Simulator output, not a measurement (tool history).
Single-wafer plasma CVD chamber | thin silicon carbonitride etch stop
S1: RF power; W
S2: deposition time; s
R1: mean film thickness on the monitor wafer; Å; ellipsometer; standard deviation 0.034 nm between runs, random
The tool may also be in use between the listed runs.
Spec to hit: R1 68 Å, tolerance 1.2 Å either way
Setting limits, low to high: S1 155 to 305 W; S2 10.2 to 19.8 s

run  hour   S1    S2      R1
  1     0  230    15  81.798
  2   7.4  230  13.9  75.711
  3  11.3  215  13.7  73.003
  4    16  195  13.7  70.716
  5  19.1  190  13.7  70.773
  6  24.8  210  13.7  72.567
  7  32.3  200  13.6   71.14
  8  34.5  195  13.5  70.009
  9  38.1  190  13.5  69.419

Exercise: of the 5 proposed moves below, exactly one satisfies all targets within the stated allowed misses. Which move is it?
  A  41.7  175  14.3   ?
  B  41.7  205  13.6   ?
  C  41.7  200  12.9   ?
  D  41.7  205  13.4   ?
  E  41.7  180  13.9   ?

move      R1
   A  71.968
   B  71.696
   C  67.514
   D  70.642
   E  70.534
A: misses by more than the last run did
B: misses by more than the last run did
C: hits every target within its allowed miss
D: misses by more than the last run did
E: misses by more than the last run did
Move C is the one to make.
